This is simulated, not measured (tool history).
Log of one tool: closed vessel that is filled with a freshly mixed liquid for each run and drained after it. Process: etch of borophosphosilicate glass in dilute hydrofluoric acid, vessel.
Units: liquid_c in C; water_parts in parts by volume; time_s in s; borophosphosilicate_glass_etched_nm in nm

run    day  liquid_c  water_parts  time_s  borophosphosilicate_glass_etched_nm
  1      0        21          175     355                               84.824
  2  0.054      20.5          180     355                               81.126
  3  0.438      20.5          215     355                               66.064
  4  0.758      20.5          215     380                               70.766
  5  0.854        20          220     380                               67.306
  6  1.058      19.5          225     380                               63.587
  7  1.288        19          225     380                               63.248

Run 8 comes next. What will it give?
  8  1.367      18.5          225     380                                    ?

Run 8 gave borophosphosilicate_glass_etched_nm 61.862 nm.

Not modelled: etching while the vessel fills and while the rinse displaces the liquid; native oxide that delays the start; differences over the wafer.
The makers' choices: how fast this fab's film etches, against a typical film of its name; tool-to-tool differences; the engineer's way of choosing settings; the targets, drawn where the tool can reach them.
